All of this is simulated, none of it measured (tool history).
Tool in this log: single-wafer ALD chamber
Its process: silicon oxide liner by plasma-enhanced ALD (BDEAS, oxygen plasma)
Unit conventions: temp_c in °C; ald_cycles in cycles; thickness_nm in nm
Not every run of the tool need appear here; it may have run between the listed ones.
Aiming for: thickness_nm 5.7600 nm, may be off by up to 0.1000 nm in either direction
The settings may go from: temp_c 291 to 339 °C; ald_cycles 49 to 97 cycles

{"run": 1, "hour": 0.0, "temp_c": 315, "ald_cycles": 73, "thickness_nm": 6.8527}
{"run": 2, "hour": 8.5, "temp_c": 315, "ald_cycles": 71, "thickness_nm": 6.5815}
{"run": 3, "hour": 14.9, "temp_c": 315, "ald_cycles": 70, "thickness_nm": 6.5816}
{"run": 4, "hour": 16.4, "temp_c": 315, "ald_cycles": 68, "thickness_nm": 6.3033}
{"run": 5, "hour": 21.9, "temp_c": 315, "ald_cycles": 77, "thickness_nm": 7.2302}
{"run": 6, "hour": 30.9, "temp_c": 315, "ald_cycles": 75, "thickness_nm": 7.0397}
{"run": 7, "hour": 35.0, "temp_c": 315, "ald_cycles": 73, "thickness_nm": 6.7819}
{"run": 8, "hour": 44.0, "temp_c": 315, "ald_cycles": 71, "thickness_nm": 6.5716}
{"run": 9, "hour": 51.2, "temp_c": 315, "ald_cycles": 70, "thickness_nm": 6.5042}

Pick the move, out of 4, that brings all results within their allowed miss; only one does.
{"run": "A", "hour": 58.4, "temp_c": 316, "ald_cycles": 64, "thickness_nm": "?"}
{"run": "B", "hour": 58.4, "temp_c": 314, "ald_cycles": 76, "thickness_nm": "?"}
{"run": "C", "hour": 58.4, "temp_c": 303, "ald_cycles": 61, "thickness_nm": "?"}
{"run": "D", "hour": 58.4, "temp_c": 311, "ald_cycles": 64, "thickness_nm": "?"}

move=A thickness_nm=5.9940
move=B thickness_nm=7.1384
move=C thickness_nm=5.8201
move=D thickness_nm=6.0372
A: closer than the last run, but not yet in spec
B: its largest miss is bigger than the last run's
C: every result lands within tolerance
D: closer than the last run, but not yet in spec
C is the move that brings every result within its allowed miss.

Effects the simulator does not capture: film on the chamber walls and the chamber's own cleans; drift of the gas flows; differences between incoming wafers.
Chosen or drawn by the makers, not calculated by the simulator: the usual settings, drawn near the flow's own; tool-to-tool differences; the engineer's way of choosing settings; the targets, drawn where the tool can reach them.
